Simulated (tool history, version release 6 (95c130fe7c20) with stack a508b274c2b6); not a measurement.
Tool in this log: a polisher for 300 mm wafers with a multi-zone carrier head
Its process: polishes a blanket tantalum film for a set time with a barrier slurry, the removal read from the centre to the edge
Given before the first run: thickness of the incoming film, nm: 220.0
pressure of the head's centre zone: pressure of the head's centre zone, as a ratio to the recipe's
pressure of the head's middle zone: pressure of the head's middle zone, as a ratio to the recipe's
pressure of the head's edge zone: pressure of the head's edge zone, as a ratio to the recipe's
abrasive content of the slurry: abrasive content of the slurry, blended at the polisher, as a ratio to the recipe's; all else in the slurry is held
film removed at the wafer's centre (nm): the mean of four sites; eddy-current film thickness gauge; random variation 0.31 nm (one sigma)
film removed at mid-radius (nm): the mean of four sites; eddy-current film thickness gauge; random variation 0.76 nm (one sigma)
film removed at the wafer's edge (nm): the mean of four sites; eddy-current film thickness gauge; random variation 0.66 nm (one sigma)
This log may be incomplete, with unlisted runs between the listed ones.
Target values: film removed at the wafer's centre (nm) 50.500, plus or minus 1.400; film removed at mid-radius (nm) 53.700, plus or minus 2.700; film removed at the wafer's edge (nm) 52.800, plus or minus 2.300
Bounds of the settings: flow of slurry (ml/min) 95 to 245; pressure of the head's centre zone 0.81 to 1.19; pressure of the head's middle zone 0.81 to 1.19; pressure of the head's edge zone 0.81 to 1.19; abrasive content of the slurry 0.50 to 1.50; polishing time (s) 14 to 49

run,day,flow of slurry (ml/min),pressure of the head's centre zone,pressure of the head's middle zone,pressure of the head's edge zone,abrasive content of the slurry,polishing time (s),film removed at the wafer's centre (nm),film removed at mid-radius (nm),film removed at the wafer's edge (nm)
1,0.000,155,1.00,1.00,1.00,1.00,31,68.024,67.574,64.922
2,0.162,150,0.97,0.98,0.98,0.90,31,63.064,63.508,62.528
3,0.388,145,0.95,0.97,0.95,0.85,31,60.590,62.616,59.984
4,0.683,145,1.00,0.97,0.95,0.85,31,63.952,63.579,59.902
5,1.050,140,0.97,0.95,0.93,0.80,31,59.598,58.669,58.599
6,1.300,135,0.95,0.95,0.91,0.80,31,58.338,59.940,58.380
7,1.621,115,0.89,0.90,0.87,0.55,30,42.988,44.913,44.679
8,1.817,130,0.89,0.91,0.89,0.55,30,44.645,47.272,47.296
9,2.167,140,0.89,0.91,0.89,0.55,30,46.109,47.300,47.431
10,2.521,175,0.88,0.99,0.99,0.70,30,53.009,59.491,55.787
11,2.546,170,0.88,0.98,0.98,0.70,30,52.143,57.241,55.542
12,2.612,165,0.88,0.97,0.97,0.70,30,52.174,57.357,55.776
13,2.908,160,0.88,0.97,0.96,0.70,30,51.430,56.308,55.845

Which of these 4 next moves meets every target?
A,3.204,225,0.99,0.96,0.94,1.00,23,?,?,?
B,3.204,130,0.90,0.94,0.91,0.65,31,?,?,?
C,3.204,155,0.81,0.85,0.98,0.95,29,?,?,?
D,3.204,175,0.99,1.01,0.92,0.60,29,?,?,?

move,film removed at the wafer's centre (nm),film removed at mid-radius (nm),film removed at the wafer's edge (nm)
A,53.554,51.988,50.022
B,50.566,53.770,53.312
C,50.722,54.969,60.624
D,53.975,54.905,50.599
A: takes the biggest miss from the last run beyond its target
B: all results land within tolerance of their targets
C: moves away from the targets compared with the last run
D: brings the result that was furthest off to its target, and leaves another outside
So the answer is move B, the one that meets all the targets.

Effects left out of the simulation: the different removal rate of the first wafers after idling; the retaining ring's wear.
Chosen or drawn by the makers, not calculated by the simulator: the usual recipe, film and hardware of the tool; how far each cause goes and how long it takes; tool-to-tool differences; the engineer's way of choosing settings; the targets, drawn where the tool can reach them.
